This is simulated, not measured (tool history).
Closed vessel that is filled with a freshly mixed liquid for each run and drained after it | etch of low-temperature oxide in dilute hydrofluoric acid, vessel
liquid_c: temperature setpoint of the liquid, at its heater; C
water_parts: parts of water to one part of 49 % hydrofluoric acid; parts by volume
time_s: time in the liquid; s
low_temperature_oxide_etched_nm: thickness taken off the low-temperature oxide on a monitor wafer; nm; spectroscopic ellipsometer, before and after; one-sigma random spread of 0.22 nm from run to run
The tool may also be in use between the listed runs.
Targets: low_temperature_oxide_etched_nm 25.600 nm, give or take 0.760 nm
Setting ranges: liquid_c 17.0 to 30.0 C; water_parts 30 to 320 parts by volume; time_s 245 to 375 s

run,hour,liquid_c,water_parts,time_s,low_temperature_oxide_etched_nm
1,0.0,22.0,175,375,17.176
2,3.6,22.0,175,375,17.308
3,10.7,23.0,175,375,17.867
4,14.3,24.0,175,375,18.545
5,19.2,24.0,175,375,18.253
6,28.3,24.0,175,375,18.372
# hour 29.4: hydrofluoric acid flow meter replaced
7,29.4,24.5,170,375,21.212
8,31.8,25.0,170,375,21.584
9,33.2,25.5,170,375,22.296

Which single option among these 5 for the next run brings every result within its allowed miss of target? Just one does.
A,34.6,27.0,155,370,?
B,34.6,24.0,130,360,?
C,34.6,26.0,165,375,?
D,34.6,27.5,150,375,?
E,34.6,22.0,125,365,?

move,low_temperature_oxide_etched_nm
A,25.589
B,27.303
C,23.200
D,27.467
E,26.771
A: each result inside its tolerance
B: takes the result that was furthest off past its target
C: an improvement on the last run, though not all results are within tolerance
D: takes the result that was furthest off past its target
E: takes the result that was furthest off past its target
Correct choice: A, which meets every target
